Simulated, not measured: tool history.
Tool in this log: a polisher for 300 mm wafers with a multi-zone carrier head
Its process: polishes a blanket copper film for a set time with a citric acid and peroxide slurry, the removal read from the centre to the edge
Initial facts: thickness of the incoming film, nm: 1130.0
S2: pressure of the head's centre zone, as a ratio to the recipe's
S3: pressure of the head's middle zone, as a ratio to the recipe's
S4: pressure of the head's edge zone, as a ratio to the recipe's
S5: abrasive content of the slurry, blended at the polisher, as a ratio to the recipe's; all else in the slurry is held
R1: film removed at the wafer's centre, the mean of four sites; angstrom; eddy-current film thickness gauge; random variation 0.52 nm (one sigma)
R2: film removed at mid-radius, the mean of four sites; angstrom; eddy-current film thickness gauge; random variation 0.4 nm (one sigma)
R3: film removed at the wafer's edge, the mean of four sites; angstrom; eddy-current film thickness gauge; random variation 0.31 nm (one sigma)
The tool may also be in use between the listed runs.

Run 1, hour 0.0: flow of slurry (ml/min) 130, S2 1.00, S3 1.00, S4 1.00, S5 1.00, polishing time (s) 31. Result: R1 396.46 angstrom, R2 450.87 angstrom, R3 446.55 angstrom.
Run 2, hour 1.6: flow of slurry (ml/min) 130, S2 1.02, S3 1.00, S4 0.98, S5 0.95, polishing time (s) 31. Result: R1 391.80 angstrom, R2 443.96 angstrom, R3 441.65 angstrom.
Run 3, hour 4.5: flow of slurry (ml/min) 140, S2 1.04, S3 1.00, S4 0.96, S5 1.00, polishing time (s) 30. Result: R1 399.49 angstrom, R2 441.96 angstrom, R3 432.07 angstrom.
Run 4, hour 13.4: flow of slurry (ml/min) 145, S2 1.06, S3 1.00, S4 0.94, S5 1.00, polishing time (s) 29. Result: R1 400.08 angstrom, R2 433.57 angstrom, R3 416.50 angstrom.
Run 5, hour 19.8: flow of slurry (ml/min) 145, S2 1.06, S3 1.00, S4 0.94, S5 1.00, polishing time (s) 22. Result: R1 303.56 angstrom, R2 324.29 angstrom, R3 316.49 angstrom.
Run 6, hour 21.6: flow of slurry (ml/min) 145, S2 1.13, S3 1.00, S4 0.94, S5 1.00, polishing time (s) 22. Result: R1 329.36 angstrom, R2 325.12 angstrom, R3 313.02 angstrom.
Run 7, hour 25.1: flow of slurry (ml/min) 150, S2 1.14, S3 1.01, S4 0.94, S5 1.05, polishing time (s) 22. Result: R1 327.68 angstrom, R2 331.36 angstrom, R3 318.22 angstrom.

What will run 8 give?
Run 8, hour 26.5: flow of slurry (ml/min) 155, S2 1.15, S3 1.01, S4 0.92, S5 1.05, polishing time (s) 23. Result: R1 ?, R2 ?, R3 ?.

Run 8 yielded R1 348.19 angstrom, R2 345.83 angstrom, R3 332.53 angstrom.
